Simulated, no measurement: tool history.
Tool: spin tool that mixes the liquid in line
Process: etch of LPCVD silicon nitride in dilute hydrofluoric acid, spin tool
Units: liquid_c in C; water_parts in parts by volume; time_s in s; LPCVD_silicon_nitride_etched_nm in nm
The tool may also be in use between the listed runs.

run,day,liquid_c,water_parts,time_s,LPCVD_silicon_nitride_etched_nm
1,0,26,105,100,0.61183
2,0.25,26.5,105,100,0.60473
3,0.317,27,100,100,0.66395
4,0.583,27.5,100,100,0.66953
5,0.825,28,95,100,0.77816
6,1.192,28,95,75,0.56779
7,1.425,28.5,90,75,0.63151
8,1.579,29,85,75,0.66106

Run 9 comes next. What will it give?
9,1.867,32.5,55,85,?

Run 9 gave LPCVD_silicon_nitride_etched_nm 1.5046 nm.
